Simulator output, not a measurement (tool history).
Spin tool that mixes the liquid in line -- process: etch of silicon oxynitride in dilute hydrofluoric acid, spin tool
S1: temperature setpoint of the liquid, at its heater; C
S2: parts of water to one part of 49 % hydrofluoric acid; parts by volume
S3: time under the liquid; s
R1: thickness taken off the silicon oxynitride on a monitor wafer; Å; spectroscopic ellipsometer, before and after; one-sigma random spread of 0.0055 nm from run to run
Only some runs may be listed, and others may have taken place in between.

run,hour,S1,S2,S3,R1
1,0.0,22.0,205,50,3.0442
2,2.9,21.5,220,45,2.4842
3,11.7,21.5,280,45,1.8946
4,15.0,21.5,250,45,2.1139
5,16.0,21.5,250,50,2.3832
6,23.7,21.0,260,50,2.2348
7,29.2,21.0,270,50,2.1504
8,31.5,21.0,280,50,2.0336
9,32.4,21.0,285,50,1.9819

What does the tool deliver on the next run?
10,38.2,21.0,290,50,?

Logged for run 10: R1 2.1081 Å.

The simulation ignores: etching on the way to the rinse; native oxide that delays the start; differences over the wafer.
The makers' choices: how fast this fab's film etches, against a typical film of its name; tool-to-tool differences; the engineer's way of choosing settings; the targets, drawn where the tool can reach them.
